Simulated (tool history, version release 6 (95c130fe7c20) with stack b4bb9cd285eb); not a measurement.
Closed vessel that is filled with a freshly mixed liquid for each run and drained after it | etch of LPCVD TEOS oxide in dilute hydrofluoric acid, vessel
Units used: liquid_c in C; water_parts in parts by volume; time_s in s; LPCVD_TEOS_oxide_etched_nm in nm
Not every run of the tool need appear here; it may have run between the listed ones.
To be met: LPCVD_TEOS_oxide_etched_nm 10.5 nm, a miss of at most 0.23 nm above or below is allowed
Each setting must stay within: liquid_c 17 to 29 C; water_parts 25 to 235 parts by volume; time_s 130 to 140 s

run	hour	liquid_c	water_parts	time_s	LPCVD_TEOS_oxide_etched_nm
1	0	21	130	130	14.601
2	4.3	21	105	130	18.582
3	11.3	21	65	130	31.431
4	18.8	21	65	140	34.014
5	27.7	18	65	140	29.465
6	35.2	18	65	130	27.605
7	41.4	17	115	130	14.241
8	42.4	17	125	130	12.959
9	47.9	17	125	130	12.841
10	49	17	130	130	12.41
11	52.3	17	135	130	11.934
12	55.3	17	140	130	11.472
13	59.6	17	145	130	10.877

Which of these 4 next moves meets every target?
A	63.9	17	150	140	?
B	63.9	17	140	130	?
C	63.9	17	155	140	?
D	63.9	17	155	135	?

move	LPCVD_TEOS_oxide_etched_nm
A	11.424
B	11.477
C	11.002
D	10.609
A: the biggest miss grows against the last run
B: the biggest miss grows against the last run
C: the biggest miss grows against the last run
D: meets every target
So the answer is move D, the one that meets all the targets.

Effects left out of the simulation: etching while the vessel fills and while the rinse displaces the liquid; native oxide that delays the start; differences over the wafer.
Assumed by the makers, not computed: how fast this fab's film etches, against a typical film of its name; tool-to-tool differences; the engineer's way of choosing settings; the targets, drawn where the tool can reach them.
